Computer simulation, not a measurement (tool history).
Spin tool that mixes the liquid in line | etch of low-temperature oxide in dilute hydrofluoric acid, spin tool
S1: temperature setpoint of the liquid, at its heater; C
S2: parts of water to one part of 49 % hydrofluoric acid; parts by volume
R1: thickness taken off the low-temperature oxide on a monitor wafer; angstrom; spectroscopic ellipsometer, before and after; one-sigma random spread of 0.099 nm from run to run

Run 1, hour 0: S1 24 C, S2 295 parts by volume, time under the liquid (s) 265. Result: R1 86.279 angstrom.
Run 2, hour 6.3: S1 24 C, S2 295 parts by volume, time under the liquid (s) 285. Result: R1 92.043 angstrom.
Run 3, hour 12.9: S1 24 C, S2 295 parts by volume, time under the liquid (s) 265. Result: R1 87.283 angstrom.
Run 4, hour 15: S1 24 C, S2 235 parts by volume, time under the liquid (s) 265. Result: R1 117.72 angstrom.
Run 5, hour 23.6: S1 21 C, S2 235 parts by volume, time under the liquid (s) 265. Result: R1 104.78 angstrom.
Run 6, hour 27.3: S1 18.5 C, S2 235 parts by volume, time under the liquid (s) 265. Result: R1 95.134 angstrom.

Estimate the outcome of run 7 from the log above:
Run 7, hour 28.9: S1 20 C, S2 235 parts by volume, time under the liquid (s) 265. Result: R1 ?.

{"run 7": {"R1": 100.59}}
